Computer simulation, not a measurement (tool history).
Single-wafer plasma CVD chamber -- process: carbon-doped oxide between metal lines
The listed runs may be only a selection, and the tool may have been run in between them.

| run | hour | heater temperature setpoint (°C) | chamber pressure (Pa) | RF power (W) | deposition time (s) | mean film thickness on the monitor wafer (nm) |
|---|---|---|---|---|---|---|
| 1 | 0.0 | 360 | 724 | 610 | 35.2 | 212.73 |
| 2 | 4.3 | 360 | 724 | 660 | 35.2 | 227.94 |
| 3 | 7.6 | 360 | 724 | 660 | 35.2 | 227.22 |
| 4 | 16.0 | 360 | 772 | 660 | 35.2 | 230.18 |
| 5 | 24.2 | 360 | 772 | 660 | 36.3 | 237.57 |
| 6 | 30.1 | 359 | 784 | 665 | 36.3 | 239.84 |

Run 7 has not been measured yet. What should we expect?
| 7 | 38.2 | 359 | 793 | 670 | 36.3 | ? |

mean film thickness on the monitor wafer (nm): 237.77

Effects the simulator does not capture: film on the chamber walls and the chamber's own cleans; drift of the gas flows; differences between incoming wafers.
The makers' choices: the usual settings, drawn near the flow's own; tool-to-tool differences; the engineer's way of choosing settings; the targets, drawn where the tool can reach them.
